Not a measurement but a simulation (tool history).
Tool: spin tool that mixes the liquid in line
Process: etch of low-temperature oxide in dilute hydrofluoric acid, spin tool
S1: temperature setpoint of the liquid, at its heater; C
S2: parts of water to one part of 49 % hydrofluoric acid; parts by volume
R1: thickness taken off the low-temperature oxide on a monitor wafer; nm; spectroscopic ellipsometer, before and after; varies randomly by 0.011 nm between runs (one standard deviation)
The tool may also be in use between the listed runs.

{"run": 1, "hour": 0.0, "S1": 21.0, "S2": 235, "time under the liquid (s)": 75, "R1": 4.2677}
{"run": 2, "hour": 7.3, "S1": 21.0, "S2": 155, "time under the liquid (s)": 75, "R1": 7.0082}
{"run": 3, "hour": 8.2, "S1": 21.0, "S2": 155, "time under the liquid (s)": 75, "R1": 6.9953}
{"run": 4, "hour": 8.8, "S1": 20.0, "S2": 190, "time under the liquid (s)": 75, "R1": 5.3497}
{"run": 5, "hour": 9.4, "S1": 20.0, "S2": 240, "time under the liquid (s)": 75, "R1": 4.0361}
{"run": 6, "hour": 13.6, "S1": 21.5, "S2": 240, "time under the liquid (s)": 75, "R1": 4.2404}

What will run 7 give?
{"run": 7, "hour": 15.4, "S1": 20.5, "S2": 255, "time under the liquid (s)": 75, "R1": "?"}

Run 7 gave R1 3.8374 nm.
